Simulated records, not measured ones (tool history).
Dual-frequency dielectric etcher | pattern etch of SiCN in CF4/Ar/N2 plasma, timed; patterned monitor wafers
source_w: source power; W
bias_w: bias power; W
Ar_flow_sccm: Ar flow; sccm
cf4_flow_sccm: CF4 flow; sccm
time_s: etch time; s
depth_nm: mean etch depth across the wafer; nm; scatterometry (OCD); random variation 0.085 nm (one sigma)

| run | day | source_w | bias_w | Ar_flow_sccm | cf4_flow_sccm | time_s | depth_nm |
|---|---|---|---|---|---|---|---|
| 1 | 0 | 390 | 49 | 127 | 58 | 56.5 | 33.78 |
| 2 | 0.279 | 390 | 49 | 127 | 64 | 56.5 | 34.697 |
| 3 | 0.438 | 370 | 48 | 128 | 64 | 56.5 | 32.487 |
| 4 | 0.783 | 370 | 48 | 128 | 64 | 56.5 | 32.368 |
| 5 | 1.083 | 350 | 48 | 128 | 64 | 56.5 | 30.362 |
| 6 | 1.292 | 340 | 48 | 128 | 64 | 56.5 | 29.629 |

Forecast run 7:
| 7 | 1.579 | 330 | 48 | 128 | 64 | 56.5 | ? |

Run 7 gave depth_nm 28.695 nm.
